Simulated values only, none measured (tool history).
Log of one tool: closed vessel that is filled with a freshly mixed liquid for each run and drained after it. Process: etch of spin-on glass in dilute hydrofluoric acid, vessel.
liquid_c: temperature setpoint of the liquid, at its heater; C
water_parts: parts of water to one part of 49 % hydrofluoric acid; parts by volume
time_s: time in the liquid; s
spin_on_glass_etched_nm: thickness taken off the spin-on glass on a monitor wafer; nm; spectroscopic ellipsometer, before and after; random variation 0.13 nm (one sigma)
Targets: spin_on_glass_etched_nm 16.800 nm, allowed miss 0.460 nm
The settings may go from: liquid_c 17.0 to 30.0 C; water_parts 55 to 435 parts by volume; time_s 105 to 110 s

run,hour,liquid_c,water_parts,time_s,spin_on_glass_etched_nm
1,0.0,22.0,245,105,13.737
2,5.4,22.5,245,105,13.901
3,13.6,21.0,245,105,13.326
4,21.4,22.0,245,105,13.873
5,28.5,22.5,245,105,14.052
6,33.9,23.0,245,105,14.557
7,42.0,23.5,245,105,14.598
8,44.2,24.0,245,105,15.054
9,48.9,24.5,245,105,15.004
10,54.4,25.0,245,105,15.486
11,60.6,26.0,245,105,15.929

4 next moves are on the table. One of them brings every result within its allowed miss. Which?
A,66.8,26.5,235,110,?
B,66.8,22.5,220,110,?
C,66.8,24.0,240,110,?
D,66.8,24.0,245,105,?

move,spin_on_glass_etched_nm
A,17.809
B,16.728
C,15.870
D,14.764
A: takes the result that was furthest off past its target
B: meets every target
C: further off than the last run
D: further off than the last run
Answer: B
